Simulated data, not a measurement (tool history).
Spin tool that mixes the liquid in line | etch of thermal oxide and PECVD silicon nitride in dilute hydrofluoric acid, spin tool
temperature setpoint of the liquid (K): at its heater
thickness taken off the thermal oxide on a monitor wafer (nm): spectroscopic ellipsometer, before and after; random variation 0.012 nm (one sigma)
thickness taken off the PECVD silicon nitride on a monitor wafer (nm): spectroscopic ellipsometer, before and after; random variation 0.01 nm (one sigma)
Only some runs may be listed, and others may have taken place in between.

run	hour	temperature setpoint of the liquid (K)	parts of water to one part of 49 % hydrofluoric acid (parts by volume)	time under the liquid (s)	thickness taken off the thermal oxide on a monitor wafer (nm)	thickness taken off the PECVD silicon nitride on a monitor wafer (nm)
1	0.0	298.15	60	65	5.3809	3.5292
2	1.1	297.65	65	65	4.8159	3.1309
3	5.1	297.65	65	50	3.7284	2.4374
4	13.8	297.15	65	50	3.6538	2.3255
5	21.6	296.65	65	50	3.5812	2.2501
6	30.4	296.15	65	50	3.4961	2.1761

Expected results for the next run?
7	37.1	295.65	65	50	?	?

thickness taken off the thermal oxide on a monitor wafer (nm): 3.4320
thickness taken off the PECVD silicon nitride on a monitor wafer (nm): 2.1360

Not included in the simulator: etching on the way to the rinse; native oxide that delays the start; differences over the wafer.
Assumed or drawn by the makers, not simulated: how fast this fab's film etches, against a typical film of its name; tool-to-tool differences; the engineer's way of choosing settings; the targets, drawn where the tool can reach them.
